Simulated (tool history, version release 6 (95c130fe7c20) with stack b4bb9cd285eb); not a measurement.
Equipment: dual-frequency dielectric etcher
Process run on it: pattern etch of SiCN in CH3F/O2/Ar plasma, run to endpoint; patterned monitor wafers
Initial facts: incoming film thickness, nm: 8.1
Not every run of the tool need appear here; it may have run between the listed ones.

| run | hour | source power (kW) | bias power (kW) | endpoint time (s) |
|---|---|---|---|---|
| 1 | 0 | 0.4 | 0.089 | 19.166 |
| 2 | 7.1 | 0.4 | 0.102 | 18.285 |
| 3 | 15.2 | 0.39 | 0.101 | 18.631 |
| 4 | 23.4 | 0.39 | 0.114 | 17.838 |
| 5 | 31.6 | 0.39 | 0.104 | 18.316 |
| 6 | 39.4 | 0.37 | 0.103 | 18.697 |
| 7 | 46.2 | 0.37 | 0.103 | 18.823 |
| 8 | 51.5 | 0.36 | 0.103 | 18.93 |

For run 9, what comes out?
| 9 | 56.4 | 0.35 | 0.102 | ? |

endpoint time (s): 19.14

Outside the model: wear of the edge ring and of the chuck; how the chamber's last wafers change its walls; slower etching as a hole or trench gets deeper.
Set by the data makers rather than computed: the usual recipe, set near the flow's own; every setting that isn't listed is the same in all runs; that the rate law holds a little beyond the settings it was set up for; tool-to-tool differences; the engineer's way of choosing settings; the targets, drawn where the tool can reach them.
